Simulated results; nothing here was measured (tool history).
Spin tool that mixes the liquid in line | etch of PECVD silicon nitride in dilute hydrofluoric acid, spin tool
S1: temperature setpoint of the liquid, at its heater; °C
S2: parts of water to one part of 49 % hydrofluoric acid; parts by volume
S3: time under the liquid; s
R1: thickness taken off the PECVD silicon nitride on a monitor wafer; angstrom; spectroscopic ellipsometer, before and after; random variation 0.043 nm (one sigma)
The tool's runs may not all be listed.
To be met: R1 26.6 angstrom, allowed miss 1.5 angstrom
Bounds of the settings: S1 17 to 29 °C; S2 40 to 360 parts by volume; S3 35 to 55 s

| run | hour | S1 | S2 | S3 | R1 |
|---|---|---|---|---|---|
| 1 | 0 | 21 | 200 | 55 | 8.0051 |
| 2 | 1.2 | 22.5 | 170 | 55 | 10.575 |
| 3 | 5.8 | 23.5 | 155 | 55 | 11.844 |
| 4 | 12.6 | 20.5 | 155 | 55 | 10.126 |
| 5 | 17.6 | 22 | 135 | 55 | 12.517 |
| 6 | 18.8 | 22 | 135 | 35 | 8.0423 |
| 7 | 25.6 | 23.5 | 115 | 40 | 12.042 |
| 8 | 32.9 | 24.5 | 100 | 45 | 16.153 |
|  | 35.5 | hydrofluoric acid flow meter replaced |
| 9 | 35.5 | 25.5 | 95 | 45 | 15.928 |
| 10 | 38.8 | 25.5 | 95 | 45 | 16.427 |
| 11 | 43.3 | 26 | 85 | 45 | 18.953 |
| 12 | 50.8 | 26.5 | 80 | 45 | 21.685 |

Which of these 4 next moves meets every target?
| A | 58.3 | 26 | 75 | 35 | ? |
| B | 58.3 | 27 | 135 | 55 | ? |
| C | 58.3 | 28.5 | 55 | 35 | ? |
| D | 58.3 | 27.5 | 75 | 55 | ? |

| move | R1 |
|---|---|
| A | 16.991 |
| B | 15.871 |
| C | 27.19 |
| D | 29.445 |
A: further off than the last run
B: further off than the last run
C: meets every target
D: takes the result that was furthest off past its target
The right move is C.
